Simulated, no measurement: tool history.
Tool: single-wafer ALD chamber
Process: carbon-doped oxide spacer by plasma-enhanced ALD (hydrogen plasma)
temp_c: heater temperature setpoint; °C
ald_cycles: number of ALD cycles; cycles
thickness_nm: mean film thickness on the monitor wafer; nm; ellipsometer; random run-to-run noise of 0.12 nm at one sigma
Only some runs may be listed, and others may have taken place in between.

run 1 day=0.000 | temp_c=400 ald_cycles=392 | thickness_nm=19.489
run 2 day=0.229 | temp_c=411 ald_cycles=392 | thickness_nm=18.763
run 3 day=0.317 | temp_c=418 ald_cycles=392 | thickness_nm=18.665
run 4 day=0.371 | temp_c=418 ald_cycles=372 | thickness_nm=17.413
run 5 day=0.504 | temp_c=418 ald_cycles=343 | thickness_nm=16.164
run 6 day=0.583 | temp_c=418 ald_cycles=366 | thickness_nm=17.121
run 7 day=0.921 | temp_c=412 ald_cycles=400 | thickness_nm=18.988

Run 8 has not been measured yet. What should we expect?
run 8 day=1.183 | temp_c=407 ald_cycles=426 | thickness_nm=?

Run 8 produced thickness_nm 20.734 nm.

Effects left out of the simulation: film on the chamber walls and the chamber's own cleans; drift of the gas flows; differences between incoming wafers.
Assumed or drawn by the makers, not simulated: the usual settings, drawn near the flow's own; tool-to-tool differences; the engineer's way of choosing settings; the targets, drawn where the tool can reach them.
